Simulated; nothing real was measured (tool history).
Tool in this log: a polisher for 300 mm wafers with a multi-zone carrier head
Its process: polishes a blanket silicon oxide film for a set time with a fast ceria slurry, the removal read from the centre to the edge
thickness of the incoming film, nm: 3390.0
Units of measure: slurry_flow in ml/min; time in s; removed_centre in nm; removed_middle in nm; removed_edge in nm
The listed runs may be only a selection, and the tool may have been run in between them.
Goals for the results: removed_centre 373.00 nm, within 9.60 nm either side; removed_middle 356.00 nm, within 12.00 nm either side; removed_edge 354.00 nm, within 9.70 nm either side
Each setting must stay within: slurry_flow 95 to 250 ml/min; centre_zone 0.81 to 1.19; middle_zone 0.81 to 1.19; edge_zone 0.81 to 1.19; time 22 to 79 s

run	day	slurry_flow	centre_zone	middle_zone	edge_zone	time	removed_centre	removed_middle	removed_edge
1	0.000	160	1.00	1.00	1.00	50	414.57	406.39	409.45
2	0.088	160	1.07	1.00	1.00	50	436.52	401.07	412.58
3	0.246	145	1.05	0.99	0.96	49	408.76	382.82	390.31
4	0.575	170	1.05	0.99	0.96	49	427.39	396.02	395.01
5	0.671	170	1.05	0.99	1.02	49	423.97	393.00	408.37
6	0.896	170	1.08	0.99	1.02	49	432.00	385.38	405.69
7	1.012	155	1.06	0.98	0.98	48	411.87	377.21	384.70
8	1.125	140	1.05	0.97	0.96	48	399.94	374.94	379.84
9	1.371	130	1.05	0.96	0.94	48	395.95	362.21	368.13
10	1.412	125	1.04	0.96	0.93	48	386.83	359.69	371.82
11	1.742	120	1.04	0.96	0.91	48	383.37	358.80	356.06
12	2.096	120	1.04	0.96	0.91	48	386.06	357.21	366.49

Below are 5 possible settings for the next run. Only one of them brings all results inside the allowed miss of their targets. Which is it?
A	2.450	95	0.99	1.02	1.03	48	?	?	?
B	2.450	115	0.92	1.11	0.96	48	?	?	?
C	2.450	95	1.04	1.00	0.89	49	?	?	?
D	2.450	100	0.95	1.11	0.98	49	?	?	?
E	2.450	120	1.06	0.92	0.94	46	?	?	?

move	removed_centre	removed_middle	removed_edge
A	352.23	352.85	370.87
B	347.43	388.97	367.79
C	374.05	355.37	353.41
D	352.44	386.15	371.95
E	375.88	330.45	351.66
A: the result that was furthest off in the last run now lies on the other side of its target
B: the result that was furthest off in the last run now lies on the other side of its target
C: every result within its allowed miss
D: the result that was furthest off in the last run now lies on the other side of its target
E: brings the last run's worst result on target, with another outside its allowed miss
C meets every target.
